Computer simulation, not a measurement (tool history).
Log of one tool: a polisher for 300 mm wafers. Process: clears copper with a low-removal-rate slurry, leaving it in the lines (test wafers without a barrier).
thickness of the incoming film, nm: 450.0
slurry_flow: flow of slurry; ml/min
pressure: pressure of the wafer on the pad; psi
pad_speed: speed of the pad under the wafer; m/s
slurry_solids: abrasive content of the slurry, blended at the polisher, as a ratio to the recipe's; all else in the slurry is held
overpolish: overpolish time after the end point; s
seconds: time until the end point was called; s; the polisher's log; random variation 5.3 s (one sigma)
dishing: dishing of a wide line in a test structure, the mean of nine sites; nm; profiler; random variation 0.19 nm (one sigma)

run 1 day=0.000 | slurry_flow=170 pressure=2.1 pad_speed=1.30 slurry_solids=1.0 overpolish=13 | seconds=170.71 dishing=25.023
run 2 day=0.038 | slurry_flow=170 pressure=2.1 pad_speed=1.30 slurry_solids=1.0 overpolish=16 | seconds=168.65 dishing=29.788
run 3 day=0.158 | slurry_flow=170 pressure=1.9 pad_speed=1.26 slurry_solids=1.0 overpolish=16 | seconds=185.83 dishing=27.080
run 4 day=0.404 | slurry_flow=165 pressure=1.7 pad_speed=1.20 slurry_solids=1.0 overpolish=16 | seconds=219.58 dishing=23.357
run 5 day=0.675 | slurry_flow=160 pressure=1.6 pad_speed=1.18 slurry_solids=1.0 overpolish=16 | seconds=242.40 dishing=21.799
run 6 day=0.946 | slurry_flow=155 pressure=1.5 pad_speed=1.18 slurry_solids=1.0 overpolish=16 | seconds=255.09 dishing=20.456

Run 7 comes next. What will it give?
run 7 day=1.117 | slurry_flow=135 pressure=1.0 pad_speed=1.12 slurry_solids=1.0 overpolish=17 | seconds=? dishing=?

Run 7 gave seconds 418.14 s, dishing 14.529 nm.

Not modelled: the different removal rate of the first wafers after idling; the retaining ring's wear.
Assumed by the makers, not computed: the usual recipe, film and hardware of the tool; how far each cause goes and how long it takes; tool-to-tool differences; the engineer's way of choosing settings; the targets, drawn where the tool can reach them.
